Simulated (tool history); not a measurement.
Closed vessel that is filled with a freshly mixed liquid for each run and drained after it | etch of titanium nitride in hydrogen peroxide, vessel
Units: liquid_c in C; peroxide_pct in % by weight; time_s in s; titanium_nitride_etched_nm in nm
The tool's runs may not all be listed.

run,day,liquid_c,peroxide_pct,time_s,titanium_nitride_etched_nm
1,0.000,44.0,15.5,740,19.380
2,0.150,44.0,18.5,740,20.112
3,0.200,44.0,18.5,740,20.313
4,0.483,41.5,17.0,740,16.432
5,0.646,39.5,16.0,740,14.032
6,0.925,39.5,18.0,740,14.311

Run 7 comes next. What will it give?
7,1.179,38.0,17.0,740,?

Run 7 gave titanium_nitride_etched_nm 12.651 nm.
